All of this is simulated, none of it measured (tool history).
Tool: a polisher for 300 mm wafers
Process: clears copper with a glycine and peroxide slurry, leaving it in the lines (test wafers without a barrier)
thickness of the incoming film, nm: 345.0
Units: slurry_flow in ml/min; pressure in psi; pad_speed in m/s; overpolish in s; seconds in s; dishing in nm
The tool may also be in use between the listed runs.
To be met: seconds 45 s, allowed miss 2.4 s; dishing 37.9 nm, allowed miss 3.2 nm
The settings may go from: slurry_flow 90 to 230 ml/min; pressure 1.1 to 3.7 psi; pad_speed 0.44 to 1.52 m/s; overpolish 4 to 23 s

{"run": 1, "hour": 0.0, "slurry_flow": 150, "pressure": 2.4, "pad_speed": 0.98, "overpolish": 12, "seconds": 57.284, "dishing": 38.899}
{"run": 2, "hour": 3.6, "slurry_flow": 150, "pressure": 2.6, "pad_speed": 1, "overpolish": 11, "seconds": 53.233, "dishing": 40.092}
{"run": 3, "hour": 8.0, "slurry_flow": 150, "pressure": 2.6, "pad_speed": 1.1, "overpolish": 11, "seconds": 50.371, "dishing": 42.998}
{"run": 4, "hour": 12.9, "slurry_flow": 150, "pressure": 2.7, "pad_speed": 1.1, "overpolish": 10, "seconds": 48.966, "dishing": 39.828}
{"run": 5, "hour": 13.7, "slurry_flow": 150, "pressure": 2.7, "pad_speed": 1.1, "overpolish": 8, "seconds": 47.558, "dishing": 33.763}
{"run": 6, "hour": 22.5, "slurry_flow": 150, "pressure": 2.3, "pad_speed": 1.1, "overpolish": 8, "seconds": 54.88, "dishing": 30.838}
{"run": 7, "hour": 23.0, "slurry_flow": 150, "pressure": 2.4, "pad_speed": 1.1, "overpolish": 8, "seconds": 52.988, "dishing": 31.238}
{"run": 8, "hour": 28.6, "slurry_flow": 155, "pressure": 2.9, "pad_speed": 1.12, "overpolish": 10, "seconds": 44.915, "dishing": 39.879}

Which of these 5 next moves meets every target?
{"run": "A", "hour": 34.2, "slurry_flow": 205, "pressure": 2.1, "pad_speed": 1.48, "overpolish": 6, "seconds": "?", "dishing": "?"}
{"run": "B", "hour": 34.2, "slurry_flow": 155, "pressure": 2.4, "pad_speed": 1.32, "overpolish": 11, "seconds": "?", "dishing": "?"}
{"run": "C", "hour": 34.2, "slurry_flow": 145, "pressure": 3.1, "pad_speed": 1.16, "overpolish": 10, "seconds": "?", "dishing": "?"}
{"run": "D", "hour": 34.2, "slurry_flow": 180, "pressure": 2.7, "pad_speed": 1.14, "overpolish": 9, "seconds": "?", "dishing": "?"}
{"run": "E", "hour": 34.2, "slurry_flow": 130, "pressure": 3.1, "pad_speed": 1.1, "overpolish": 12, "seconds": "?", "dishing": "?"}

move=A seconds=42.384 dishing=29.03
move=B seconds=44.018 dishing=44.076
move=C seconds=40.918 dishing=43.879
move=D seconds=44.615 dishing=38.366
move=E seconds=43.632 dishing=47.492
A: takes the result that was furthest off past its target
B: further off than the last run
C: further off than the last run
D: meets every target
E: further off than the last run
The right move is D.
